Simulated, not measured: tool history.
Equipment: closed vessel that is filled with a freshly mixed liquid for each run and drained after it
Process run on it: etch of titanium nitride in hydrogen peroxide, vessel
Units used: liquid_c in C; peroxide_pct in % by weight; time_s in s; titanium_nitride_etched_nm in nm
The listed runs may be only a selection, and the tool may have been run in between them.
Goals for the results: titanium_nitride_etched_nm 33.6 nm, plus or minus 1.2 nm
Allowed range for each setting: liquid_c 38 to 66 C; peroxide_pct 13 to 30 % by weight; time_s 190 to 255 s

Run 1, hour 0: liquid_c 54 C, peroxide_pct 26 % by weight, time_s 255 s. Result: titanium_nitride_etched_nm 24.435 nm.
Run 2, hour 3.6: liquid_c 55 C, peroxide_pct 26 % by weight, time_s 255 s. Result: titanium_nitride_etched_nm 26.307 nm.
Run 3, hour 12.4: liquid_c 55.5 C, peroxide_pct 26 % by weight, time_s 255 s. Result: titanium_nitride_etched_nm 27.49 nm.
Run 4, hour 20.4: liquid_c 62.5 C, peroxide_pct 26 % by weight, time_s 255 s. Result: titanium_nitride_etched_nm 44.49 nm.
Run 5, hour 25: liquid_c 62 C, peroxide_pct 26 % by weight, time_s 255 s. Result: titanium_nitride_etched_nm 43.195 nm.
Run 6, hour 27.8: liquid_c 62 C, peroxide_pct 26 % by weight, time_s 255 s. Result: titanium_nitride_etched_nm 43.683 nm.
Run 7, hour 29.2: liquid_c 61.5 C, peroxide_pct 26 % by weight, time_s 255 s. Result: titanium_nitride_etched_nm 42.75 nm.
Run 8, hour 36.8: liquid_c 61 C, peroxide_pct 26 % by weight, time_s 255 s. Result: titanium_nitride_etched_nm 39.711 nm.
Run 9, hour 39: liquid_c 60.5 C, peroxide_pct 26 % by weight, time_s 255 s. Result: titanium_nitride_etched_nm 38.597 nm.
Run 10, hour 47.7: liquid_c 60 C, peroxide_pct 26 % by weight, time_s 255 s. Result: titanium_nitride_etched_nm 38.673 nm.
Run 11, hour 52.1: liquid_c 57.5 C, peroxide_pct 26 % by weight, time_s 255 s. Result: titanium_nitride_etched_nm 31.808 nm.

Exactly one of the 5 candidate moves below puts every result within its allowed miss. Which one?
Run A, hour 56.5: liquid_c 59 C, peroxide_pct 27 % by weight, time_s 240 s. Result: titanium_nitride_etched_nm ?.
Run B, hour 56.5: liquid_c 58 C, peroxide_pct 21 % by weight, time_s 245 s. Result: titanium_nitride_etched_nm ?.
Run C, hour 56.5: liquid_c 57 C, peroxide_pct 24 % by weight, time_s 255 s. Result: titanium_nitride_etched_nm ?.
Run D, hour 56.5: liquid_c 57 C, peroxide_pct 27 % by weight, time_s 255 s. Result: titanium_nitride_etched_nm ?.
Run E, hour 56.5: liquid_c 59 C, peroxide_pct 27 % by weight, time_s 225 s. Result: titanium_nitride_etched_nm ?.

move  titanium_nitride_etched_nm
   A                      33.327
   B                      30.079
   C                      30.075
   D                      30.859
   E                      31.244
A: in spec on every target
B: misses by more than the last run did
C: misses by more than the last run did
D: misses by more than the last run did
E: misses by more than the last run did
Move A is the one to make.

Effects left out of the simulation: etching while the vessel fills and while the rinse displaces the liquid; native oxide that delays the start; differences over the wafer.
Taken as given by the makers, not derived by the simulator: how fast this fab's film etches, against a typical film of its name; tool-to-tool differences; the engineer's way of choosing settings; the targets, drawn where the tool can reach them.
